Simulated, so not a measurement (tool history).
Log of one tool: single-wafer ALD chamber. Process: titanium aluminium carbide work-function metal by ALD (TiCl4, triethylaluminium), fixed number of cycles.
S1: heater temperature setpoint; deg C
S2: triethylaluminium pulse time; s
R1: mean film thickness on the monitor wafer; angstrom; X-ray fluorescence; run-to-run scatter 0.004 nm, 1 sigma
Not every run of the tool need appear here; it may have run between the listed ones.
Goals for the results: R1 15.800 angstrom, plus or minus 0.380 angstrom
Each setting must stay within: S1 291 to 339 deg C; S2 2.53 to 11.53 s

run 1 hour=0.0 | S1=315 S2=7.03 | R1=19.644
run 2 hour=1.0 | S1=325 S2=7.03 | R1=20.537
run 3 hour=2.7 | S1=319 S2=7.03 | R1=20.003
run 4 hour=6.9 | S1=319 S2=8.46 | R1=20.703
-- hour=11.7 thermocouple changed; heater temperature recalibrated
run 5 hour=11.7 | S1=327 S2=8.46 | R1=21.880
run 6 hour=13.7 | S1=322 S2=7.78 | R1=21.158
run 7 hour=20.2 | S1=310 S2=5.53 | R1=18.451
run 8 hour=26.5 | S1=308 S2=5.10 | R1=17.923
run 9 hour=30.3 | S1=306 S2=4.79 | R1=17.308
run 10 hour=38.0 | S1=304 S2=4.65 | R1=16.924
run 11 hour=44.9 | S1=293 S2=3.95 | R1=15.122
run 12 hour=45.9 | S1=293 S2=3.95 | R1=15.100
run 13 hour=51.9 | S1=294 S2=3.98 | R1=15.278
run 14 hour=56.1 | S1=294 S2=3.98 | R1=15.327
run 15 hour=62.0 | S1=294 S2=4.00 | R1=15.262
run 16 hour=64.5 | S1=295 S2=4.02 | R1=15.451

Which one of the following 4 next-run settings gets every result inside its allowed miss? There is exactly one.
run A hour=67.0 | S1=295 S2=3.64 | R1=?
run B hour=67.0 | S1=298 S2=3.54 | R1=?
run C hour=67.0 | S1=303 S2=3.76 | R1=?
run D hour=67.0 | S1=303 S2=3.39 | R1=?

move=A R1=14.783
move=B R1=14.846
move=C R1=15.582
move=D R1=14.958
A: lands further from the targets than the last run did
B: lands further from the targets than the last run did
C: each result inside its tolerance
D: lands further from the targets than the last run did
C meets every target.
